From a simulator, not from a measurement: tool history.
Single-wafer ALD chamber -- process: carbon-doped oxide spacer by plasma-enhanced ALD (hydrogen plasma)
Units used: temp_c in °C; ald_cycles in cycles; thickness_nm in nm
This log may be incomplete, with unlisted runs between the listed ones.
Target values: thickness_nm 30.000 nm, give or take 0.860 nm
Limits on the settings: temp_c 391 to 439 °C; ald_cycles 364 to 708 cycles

run	day	temp_c	ald_cycles	thickness_nm
1	0.000	415	536	24.197
2	0.254	407	536	25.210
3	0.396	407	570	26.517
4	0.575	414	570	25.862
5	0.908	425	570	25.101
6	1.117	429	570	24.832
7	1.388	428	583	25.198
8	1.417	426	595	26.036
9	1.450	425	605	26.634
10	1.483	424	613	27.058

5 next moves are on the table. One of them brings every result within its allowed miss. Which?
A	1.517	435	554	?
B	1.517	434	666	?
C	1.517	425	643	?
D	1.517	422	670	?
E	1.517	429	535	?

move	thickness_nm
A	23.496
B	28.347
C	28.241
D	29.731
E	23.175
A: lands further from the targets than the last run did
B: gains on the last run, yet a result remains outside its allowed miss
C: gains on the last run, yet a result remains outside its allowed miss
D: every result lands within tolerance
E: lands further from the targets than the last run did
Go with D: it meets all targets.
